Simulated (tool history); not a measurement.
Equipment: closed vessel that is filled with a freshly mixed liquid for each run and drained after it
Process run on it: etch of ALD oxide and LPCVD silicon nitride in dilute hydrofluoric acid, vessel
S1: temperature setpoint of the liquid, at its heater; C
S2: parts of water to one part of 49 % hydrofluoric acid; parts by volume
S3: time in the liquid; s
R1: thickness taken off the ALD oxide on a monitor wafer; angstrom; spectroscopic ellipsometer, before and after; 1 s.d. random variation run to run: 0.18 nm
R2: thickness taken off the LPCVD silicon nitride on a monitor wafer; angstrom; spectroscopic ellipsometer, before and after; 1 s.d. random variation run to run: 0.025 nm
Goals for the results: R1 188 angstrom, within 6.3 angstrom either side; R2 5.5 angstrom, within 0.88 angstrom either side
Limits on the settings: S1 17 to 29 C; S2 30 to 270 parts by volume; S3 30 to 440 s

Run 1, hour 0: S1 21 C, S2 150 parts by volume, S3 225 s. Result: R1 223.14 angstrom, R2 6.1214 angstrom.
Run 2, hour 3.7: S1 21 C, S2 150 parts by volume, S3 285 s. Result: R1 288.04 angstrom, R2 7.5852 angstrom.
Run 3, hour 4.9: S1 18 C, S2 150 parts by volume, S3 285 s. Result: R1 251.07 angstrom, R2 6.2401 angstrom.
Run 4, hour 12.3: S1 18 C, S2 105 parts by volume, S3 285 s. Result: R1 379.22 angstrom, R2 8.4563 angstrom.
Run 5, hour 20.2: S1 18.5 C, S2 130 parts by volume, S3 285 s. Result: R1 304.37 angstrom, R2 7.3951 angstrom.
Run 6, hour 28.1: S1 18.5 C, S2 80 parts by volume, S3 285 s. Result: R1 519.64 angstrom, R2 11.734 angstrom.
Run 7, hour 30.8: S1 19 C, S2 105 parts by volume, S3 285 s. Result: R1 394.77 angstrom, R2 9.1642 angstrom.
Run 8, hour 31.9: S1 19 C, S2 125 parts by volume, S3 285 s. Result: R1 323.01 angstrom, R2 8.199 angstrom.
Run 9, hour 38: S1 19 C, S2 140 parts by volume, S3 285 s. Result: R1 288.88 angstrom, R2 7.1266 angstrom.
Run 10, hour 47: S1 19 C, S2 155 parts by volume, S3 285 s. Result: R1 252.71 angstrom, R2 6.1312 angstrom.
Run 11, hour 52.8: S1 19.5 C, S2 165 parts by volume, S3 285 s. Result: R1 240.58 angstrom, R2 6.4206 angstrom.
Run 12, hour 58: S1 19.5 C, S2 170 parts by volume, S3 285 s. Result: R1 229.84 angstrom, R2 6.5638 angstrom.
Run 13, hour 61.7: S1 19.5 C, S2 170 parts by volume, S3 285 s. Result: R1 232.75 angstrom, R2 6.0342 angstrom.
Run 14, hour 69.7: S1 19.5 C, S2 175 parts by volume, S3 285 s. Result: R1 224.53 angstrom, R2 6.0208 angstrom.
Run 15, hour 72.3: S1 19.5 C, S2 180 parts by volume, S3 285 s. Result: R1 217.61 angstrom, R2 5.8925 angstrom.
Run 16, hour 80.6: S1 19.5 C, S2 185 parts by volume, S3 285 s. Result: R1 211.42 angstrom, R2 6.0622 angstrom.
Run 17, hour 85.8: S1 19 C, S2 190 parts by volume, S3 285 s. Result: R1 198.64 angstrom, R2 5.9321 angstrom.
Run 18, hour 88.9: S1 18.5 C, S2 190 parts by volume, S3 285 s. Result: R1 198.45 angstrom, R2 5.0704 angstrom.

Exactly one of the 4 candidate moves below puts every result within its allowed miss. Which one?
Run A, hour 92: S1 18.5 C, S2 175 parts by volume, S3 275 s. Result: R1 ?, R2 ?.
Run B, hour 92: S1 20 C, S2 245 parts by volume, S3 380 s. Result: R1 ?, R2 ?.
Run C, hour 92: S1 25 C, S2 225 parts by volume, S3 295 s. Result: R1 ?, R2 ?.
Run D, hour 92: S1 21.5 C, S2 205 parts by volume, S3 265 s. Result: R1 ?, R2 ?.

move      R1      R2
   A  210.89  5.0676
   B  206.33   5.582
   C  213.87  6.4668
   D   189.2  5.1019
A: lands further from the targets than the last run did
B: lands further from the targets than the last run did
C: lands further from the targets than the last run did
D: every result within its allowed miss
D meets every target.
